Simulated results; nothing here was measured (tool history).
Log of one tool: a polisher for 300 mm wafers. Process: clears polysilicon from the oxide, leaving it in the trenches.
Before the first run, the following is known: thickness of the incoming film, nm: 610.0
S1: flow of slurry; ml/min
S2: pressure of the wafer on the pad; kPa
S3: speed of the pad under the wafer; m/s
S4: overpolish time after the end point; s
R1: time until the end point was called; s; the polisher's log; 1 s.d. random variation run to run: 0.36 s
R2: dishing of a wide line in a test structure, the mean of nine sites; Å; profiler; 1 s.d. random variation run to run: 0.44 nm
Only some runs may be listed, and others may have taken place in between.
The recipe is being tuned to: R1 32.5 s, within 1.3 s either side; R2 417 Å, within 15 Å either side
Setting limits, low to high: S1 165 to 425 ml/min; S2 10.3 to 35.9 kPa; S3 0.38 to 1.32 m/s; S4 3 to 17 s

run	day	S1	S2	S3	S4	R1	R2
1	0	275	22.8	0.84	9	53.36	399.29
2	0.288	275	25.5	0.84	8	47.704	390.84
3	0.638	275	25.5	0.84	6	47.697	364.54
4	0.967	275	28.3	0.84	7	43.314	389.23
5	1.021	275	30.3	0.84	7	40.127	392.69
6	1.312	275	31.7	0.84	7	39.063	395.66
7	1.433	275	33.1	0.86	7	35.732	402.62
8	1.625	275	33.8	0.86	7	35.038	401.53

Of the 5 settings listed for the next run, only one would bring every result within its allowed miss of target. Which one?
A	1.817	265	31	0.9	8	?	?
B	1.817	205	31	0.94	9	?	?
C	1.817	305	35.9	0.86	8	?	?
D	1.817	235	35.2	0.76	8	?	?
E	1.817	255	32.4	0.82	10	?	?

move	R1	R2
A	36.804	412.82
B	36.477	419.18
C	32.909	418.53
D	38.913	409.4
E	38.776	420.97
A: misses by more than the last run did
B: misses by more than the last run did
C: every result within its allowed miss
D: misses by more than the last run did
E: misses by more than the last run did
So the answer is move C, the one that meets all the targets.
